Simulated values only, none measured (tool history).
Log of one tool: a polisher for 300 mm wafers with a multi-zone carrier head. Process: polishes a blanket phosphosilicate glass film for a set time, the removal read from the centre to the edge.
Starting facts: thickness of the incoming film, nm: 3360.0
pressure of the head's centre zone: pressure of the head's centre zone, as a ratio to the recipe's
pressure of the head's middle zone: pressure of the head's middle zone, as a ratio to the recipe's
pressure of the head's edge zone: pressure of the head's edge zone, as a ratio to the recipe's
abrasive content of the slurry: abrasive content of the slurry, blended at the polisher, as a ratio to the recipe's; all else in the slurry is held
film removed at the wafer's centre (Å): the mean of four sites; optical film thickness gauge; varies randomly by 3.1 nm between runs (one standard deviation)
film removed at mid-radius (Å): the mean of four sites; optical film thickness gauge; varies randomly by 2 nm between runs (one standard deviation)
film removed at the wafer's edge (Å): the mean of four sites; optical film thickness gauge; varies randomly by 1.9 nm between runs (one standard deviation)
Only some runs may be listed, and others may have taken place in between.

| run | day | flow of slurry (ml/min) | pressure of the head's centre zone | pressure of the head's middle zone | pressure of the head's edge zone | abrasive content of the slurry | polishing time (s) | film removed at the wafer's centre (Å) | film removed at mid-radius (Å) | film removed at the wafer's edge (Å) |
|---|---|---|---|---|---|---|---|---|---|---|
| 1 | 0 | 145 | 1 | 1 | 1 | 1 | 73 | 2946.3 | 2899.6 | 2861.5 |
| 2 | 0.054 | 115 | 1 | 1 | 1 | 1 | 73 | 2848.5 | 2738.4 | 2775.7 |
| 3 | 0.308 | 105 | 0.96 | 0.94 | 1.02 | 1 | 73 | 2673.4 | 2609.2 | 2762.5 |
| 4 | 0.342 | 105 | 0.96 | 0.94 | 1.02 | 1 | 66 | 2418.5 | 2316.6 | 2510.4 |
| 5 | 0.412 | 130 | 0.96 | 0.94 | 1.02 | 1 | 66 | 2553.7 | 2436.4 | 2564 |
|  | 0.508 | edge zone pressure recalibrated |
| 6 | 0.508 | 130 | 1.03 | 0.94 | 1.02 | 1 | 66 | 2691 | 2389.8 | 2703 |

Predict the results of run 7:
| 7 | 0.812 | 120 | 1.01 | 0.93 | 1.07 | 1 | 66 | ? | ? | ? |

{"run 7": {"film removed at the wafer's centre (Å)": 2588.4, "film removed at mid-radius (Å)": 2391.6, "film removed at the wafer's edge (Å)": 2710.5}}
